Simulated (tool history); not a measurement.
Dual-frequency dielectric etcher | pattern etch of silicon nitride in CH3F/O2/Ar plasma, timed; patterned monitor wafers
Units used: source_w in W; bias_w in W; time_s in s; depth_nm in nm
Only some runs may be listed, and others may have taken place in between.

run,hour,source_w,bias_w,time_s,depth_nm
1,0,390,86,43.5,32.704
2,8,410,88,43.5,34.066
3,11.8,410,88,39.5,30.784
4,13.2,360,88,39.5,28.674
5,16.6,360,88,39.5,28.66
6,23.1,380,89,39.5,29.755
7,26.5,400,91,39.5,30.965
8,27.7,420,92,39.5,31.824
9,29.5,430,94,39.5,32.496
10,34.5,440,96,39.5,33.353

Run 11 comes next. What will it give?
11,38,450,97,39.5,?

Run 11 produced depth_nm 33.85 nm.
